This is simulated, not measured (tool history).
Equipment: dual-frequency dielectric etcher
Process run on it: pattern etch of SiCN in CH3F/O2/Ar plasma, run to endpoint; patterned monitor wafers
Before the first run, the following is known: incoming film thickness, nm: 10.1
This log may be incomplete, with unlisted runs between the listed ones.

Run 1, hour 0: source power (kW) 0.33, bias power (kW) 0.07. Result: endpoint time (s) 29.915.
Run 2, hour 2.9: source power (kW) 0.35, bias power (kW) 0.07. Result: endpoint time (s) 29.296.
Run 3, hour 10.1: source power (kW) 0.35, bias power (kW) 0.081. Result: endpoint time (s) 27.695.
Run 4, hour 12.6: source power (kW) 0.32, bias power (kW) 0.081. Result: endpoint time (s) 28.579.
Run 5, hour 18.7: source power (kW) 0.29, bias power (kW) 0.076. Result: endpoint time (s) 30.419.
Run 6, hour 22.3: source power (kW) 0.27, bias power (kW) 0.073. Result: endpoint time (s) 31.654.

Run 7 is up next; what results do you expect?
Run 7, hour 29.5: source power (kW) 0.25, bias power (kW) 0.071. Result: endpoint time (s) ?.

endpoint time (s): 33.42
